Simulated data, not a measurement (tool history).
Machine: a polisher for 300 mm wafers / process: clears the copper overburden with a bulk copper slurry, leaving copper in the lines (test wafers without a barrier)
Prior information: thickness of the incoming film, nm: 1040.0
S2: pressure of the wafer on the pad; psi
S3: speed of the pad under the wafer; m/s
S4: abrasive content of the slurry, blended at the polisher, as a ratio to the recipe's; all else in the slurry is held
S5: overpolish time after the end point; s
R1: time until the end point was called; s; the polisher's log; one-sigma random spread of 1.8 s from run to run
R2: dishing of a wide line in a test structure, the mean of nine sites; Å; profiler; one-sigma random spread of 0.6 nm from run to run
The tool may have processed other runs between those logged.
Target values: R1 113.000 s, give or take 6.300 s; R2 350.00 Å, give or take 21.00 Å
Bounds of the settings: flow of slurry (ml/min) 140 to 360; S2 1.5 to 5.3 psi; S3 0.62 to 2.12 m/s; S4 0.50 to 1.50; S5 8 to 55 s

{"run": 1, "hour": 0.0, "flow of slurry (ml/min)": 230, "S2": 3.4, "S3": 1.36, "S4": 1.0, "S5": 28, "R1": 76.207, "R2": 499.41}
{"run": 2, "hour": 7.7, "flow of slurry (ml/min)": 230, "S2": 2.9, "S3": 1.42, "S4": 1.0, "S5": 23, "R1": 84.558, "R2": 498.5}
{"run": 3, "hour": 11.5, "flow of slurry (ml/min)": 270, "S2": 2.9, "S3": 1.42, "S4": 1.0, "S5": 23, "R1": 82.583, "R2": 478.82}
{"run": 4, "hour": 16.1, "flow of slurry (ml/min)": 295, "S2": 2.5, "S3": 1.42, "S4": 1.05, "S5": 25, "R1": 94.006, "R2": 489.94}
{"run": 5, "hour": 20.3, "flow of slurry (ml/min)": 295, "S2": 2.5, "S3": 1.42, "S4": 1.05, "S5": 37, "R1": 95.797, "R2": 485.76}
{"run": 6, "hour": 27.3, "flow of slurry (ml/min)": 310, "S2": 2.2, "S3": 1.48, "S4": 0.9, "S5": 29, "R1": 103.75, "R2": 483.83}
{"run": 7, "hour": 33.4, "flow of slurry (ml/min)": 325, "S2": 2.0, "S3": 1.5, "S4": 0.95, "S5": 24, "R1": 113.77, "R2": 478.14}
{"run": 8, "hour": 36.7, "flow of slurry (ml/min)": 335, "S2": 1.9, "S3": 1.62, "S4": 0.85, "S5": 20, "R1": 113.24, "R2": 450.59}
{"run": 9, "hour": 42.0, "flow of slurry (ml/min)": 340, "S2": 1.8, "S3": 1.74, "S4": 0.75, "S5": 17, "R1": 109.61, "R2": 430.56}
{"run": 10, "hour": 49.4, "flow of slurry (ml/min)": 360, "S2": 1.5, "S3": 1.94, "S4": 0.5, "S5": 8, "R1": 124.14, "R2": 319.69}

Of the 5 settings listed for the next run, only one would bring every result within its allowed miss of target. Which one?
{"run": "A", "hour": 56.8, "flow of slurry (ml/min)": 360, "S2": 1.7, "S3": 2.12, "S4": 0.5, "S5": 8, "R1": "?", "R2": "?"}
{"run": "B", "hour": 56.8, "flow of slurry (ml/min)": 320, "S2": 1.7, "S3": 1.86, "S4": 0.6, "S5": 12, "R1": "?", "R2": "?"}
{"run": "C", "hour": 56.8, "flow of slurry (ml/min)": 340, "S2": 1.6, "S3": 2.04, "S4": 0.55, "S5": 9, "R1": "?", "R2": "?"}
{"run": "D", "hour": 56.8, "flow of slurry (ml/min)": 350, "S2": 1.7, "S3": 1.78, "S4": 0.7, "S5": 15, "R1": "?", "R2": "?"}
{"run": "E", "hour": 56.8, "flow of slurry (ml/min)": 350, "S2": 1.8, "S3": 2.12, "S4": 0.55, "S5": 9, "R1": "?", "R2": "?"}

move=A R1=102.260 R2=358.42
move=B R1=114.060 R2=399.67
move=C R1=111.300 R2=360.86
move=D R1=115.500 R2=422.53
move=E R1=95.738 R2=387.89
A: takes the biggest miss from the last run beyond its target
B: brings the last run's worst result on target, with another outside its allowed miss
C: all results in spec
D: brings the last run's worst result on target, with another outside its allowed miss
E: takes the biggest miss from the last run beyond its target
So the answer is move C, the one that meets all the targets.

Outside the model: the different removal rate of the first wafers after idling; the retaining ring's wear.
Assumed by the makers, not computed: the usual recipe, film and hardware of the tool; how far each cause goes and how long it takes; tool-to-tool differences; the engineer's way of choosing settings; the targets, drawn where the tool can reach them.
